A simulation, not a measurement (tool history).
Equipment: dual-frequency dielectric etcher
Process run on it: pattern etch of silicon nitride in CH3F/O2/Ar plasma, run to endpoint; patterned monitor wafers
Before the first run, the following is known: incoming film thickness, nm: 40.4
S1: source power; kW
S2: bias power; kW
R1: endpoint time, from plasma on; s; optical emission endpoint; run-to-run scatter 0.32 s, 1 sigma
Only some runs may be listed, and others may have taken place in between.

Run 1, hour 0: S1 0.29 kW, S2 0.092 kW. Result: R1 58.583 s.
Run 2, hour 4.4: S1 0.27 kW, S2 0.092 kW. Result: R1 60.172 s.
Run 3, hour 5.3: S1 0.27 kW, S2 0.105 kW. Result: R1 56.307 s.
Run 4, hour 13.2: S1 0.25 kW, S2 0.103 kW. Result: R1 58.992 s.
Run 5, hour 13.8: S1 0.28 kW, S2 0.103 kW. Result: R1 57.011 s.
Run 6, hour 15.5: S1 0.28 kW, S2 0.089 kW. Result: R1 60.389 s.
At hour 24.3: wet clean of the chamber.
Run 7, hour 24.3: S1 0.24 kW, S2 0.087 kW. Result: R1 60.751 s.

Run 8 comes next. What will it give?
Run 8, hour 30.6: S1 0.23 kW, S2 0.071 kW. Result: R1 ?.

{"run 8": {"R1": 66.587}}
